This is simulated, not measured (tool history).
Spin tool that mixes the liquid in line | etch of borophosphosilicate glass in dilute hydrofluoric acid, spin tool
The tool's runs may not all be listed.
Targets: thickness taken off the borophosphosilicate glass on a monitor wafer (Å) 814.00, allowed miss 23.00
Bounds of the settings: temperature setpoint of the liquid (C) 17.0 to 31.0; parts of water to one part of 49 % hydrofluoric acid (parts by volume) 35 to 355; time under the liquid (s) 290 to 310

run	day	temperature setpoint of the liquid (C)	parts of water to one part of 49 % hydrofluoric acid (parts by volume)	time under the liquid (s)	thickness taken off the borophosphosilicate glass on a monitor wafer (Å)
1	0.000	23.0	195	290	540.56
2	0.175	25.0	190	290	605.60
3	0.312	27.5	190	290	661.63
4	0.496	28.5	185	290	706.89
5	0.812	28.5	185	290	705.63
6	0.862	29.0	180	290	743.58
7	1.225	29.5	180	290	756.69
8	1.521	30.0	180	290	767.20

Which of these 4 next moves meets every target?
A	1.817	31.0	205	300	?
B	1.817	30.0	190	290	?
C	1.817	28.0	175	290	?
D	1.817	30.5	175	290	?

move	thickness taken off the borophosphosilicate glass on a monitor wafer (Å)
A	708.49
B	727.38
C	749.39
D	818.99
A: further off than the last run
B: further off than the last run
C: further off than the last run
D: meets every target
Move D is the one to make.
